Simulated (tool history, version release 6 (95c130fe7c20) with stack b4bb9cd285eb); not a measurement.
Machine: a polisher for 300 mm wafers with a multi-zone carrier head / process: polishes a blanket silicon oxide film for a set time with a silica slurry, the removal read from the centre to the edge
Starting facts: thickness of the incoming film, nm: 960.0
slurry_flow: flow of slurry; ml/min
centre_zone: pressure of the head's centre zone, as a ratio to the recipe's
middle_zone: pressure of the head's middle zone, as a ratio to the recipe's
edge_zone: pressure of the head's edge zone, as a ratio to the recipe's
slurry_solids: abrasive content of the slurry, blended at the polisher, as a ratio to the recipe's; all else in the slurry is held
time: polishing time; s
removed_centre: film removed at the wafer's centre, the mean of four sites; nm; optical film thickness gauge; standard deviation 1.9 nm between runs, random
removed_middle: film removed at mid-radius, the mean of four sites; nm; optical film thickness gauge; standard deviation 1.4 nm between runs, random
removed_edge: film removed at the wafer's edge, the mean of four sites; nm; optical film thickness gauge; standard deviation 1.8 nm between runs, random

{"run": 1, "day": 0.0, "slurry_flow": 280, "centre_zone": 1, "middle_zone": 1, "edge_zone": 1, "slurry_solids": 1, "time": 84, "removed_centre": 276.22, "removed_middle": 279.45, "removed_edge": 275.43}
{"run": 2, "day": 0.346, "slurry_flow": 275, "centre_zone": 0.97, "middle_zone": 0.99, "edge_zone": 0.98, "slurry_solids": 0.9, "time": 84, "removed_centre": 247.98, "removed_middle": 258.77, "removed_edge": 254.3}
{"run": 3, "day": 0.55, "slurry_flow": 265, "centre_zone": 0.94, "middle_zone": 0.98, "edge_zone": 0.96, "slurry_solids": 0.85, "time": 84, "removed_centre": 230.2, "removed_middle": 246.5, "removed_edge": 245.92}
{"run": 4, "day": 0.779, "slurry_flow": 265, "centre_zone": 0.92, "middle_zone": 0.98, "edge_zone": 0.94, "slurry_solids": 0.8, "time": 84, "removed_centre": 215.48, "removed_middle": 238.94, "removed_edge": 233.13}
{"run": 5, "day": 1.15, "slurry_flow": 265, "centre_zone": 0.92, "middle_zone": 0.98, "edge_zone": 0.87, "slurry_solids": 0.8, "time": 84, "removed_centre": 217.18, "removed_middle": 237.89, "removed_edge": 226.95}
{"run": 6, "day": 1.288, "slurry_flow": 265, "centre_zone": 0.88, "middle_zone": 0.98, "edge_zone": 0.87, "slurry_solids": 0.8, "time": 84, "removed_centre": 209.21, "removed_middle": 239.9, "removed_edge": 226.04}
{"run": 7, "day": 1.433, "slurry_flow": 260, "centre_zone": 0.87, "middle_zone": 0.97, "edge_zone": 0.86, "slurry_solids": 0.8, "time": 84, "removed_centre": 212.05, "removed_middle": 236.46, "removed_edge": 220.99}
{"run": 8, "day": 1.783, "slurry_flow": 255, "centre_zone": 0.86, "middle_zone": 0.97, "edge_zone": 0.87, "slurry_solids": 0.75, "time": 84, "removed_centre": 197.52, "removed_middle": 224.98, "removed_edge": 215.12}

Forecast run 9:
{"run": 9, "day": 1.954, "slurry_flow": 245, "centre_zone": 0.85, "middle_zone": 0.97, "edge_zone": 0.87, "slurry_solids": 0.75, "time": 84, "removed_centre": "?", "removed_middle": "?", "removed_edge": "?"}

removed_centre: 188.1 nm
removed_middle: 223.74 nm
removed_edge: 214.68 nm

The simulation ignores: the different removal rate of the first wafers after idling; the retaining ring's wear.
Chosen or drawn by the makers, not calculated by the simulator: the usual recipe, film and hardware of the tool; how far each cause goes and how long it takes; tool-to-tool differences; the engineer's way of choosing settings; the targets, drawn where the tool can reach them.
